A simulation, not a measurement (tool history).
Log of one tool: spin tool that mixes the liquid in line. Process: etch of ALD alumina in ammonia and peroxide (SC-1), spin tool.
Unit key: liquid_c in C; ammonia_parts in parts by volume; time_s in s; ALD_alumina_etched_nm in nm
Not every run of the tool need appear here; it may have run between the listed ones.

Run 1, hour 0: liquid_c 47 C, ammonia_parts 0.95 parts by volume, time_s 50 s. Result: ALD_alumina_etched_nm 2.9293 nm.
Run 2, hour 6.1: liquid_c 47 C, ammonia_parts 0.7 parts by volume, time_s 50 s. Result: ALD_alumina_etched_nm 2.8732 nm.
Run 3, hour 8.5: liquid_c 42 C, ammonia_parts 0.7 parts by volume, time_s 50 s. Result: ALD_alumina_etched_nm 2.1404 nm.
Run 4, hour 14.6: liquid_c 41 C, ammonia_parts 0.7 parts by volume, time_s 50 s. Result: ALD_alumina_etched_nm 2.0173 nm.
Run 5, hour 17.6: liquid_c 41 C, ammonia_parts 1 parts by volume, time_s 50 s. Result: ALD_alumina_etched_nm 2.0818 nm.
Run 6, hour 25.9: liquid_c 41 C, ammonia_parts 1 parts by volume, time_s 35 s. Result: ALD_alumina_etched_nm 1.4557 nm.
Run 7, hour 29.4: liquid_c 41.5 C, ammonia_parts 1 parts by volume, time_s 35 s. Result: ALD_alumina_etched_nm 1.5149 nm.

Forecast run 8:
Run 8, hour 37.5: liquid_c 42 C, ammonia_parts 1 parts by volume, time_s 35 s. Result: ALD_alumina_etched_nm ?.

For run 8 the tool returned ALD_alumina_etched_nm 1.559 nm.
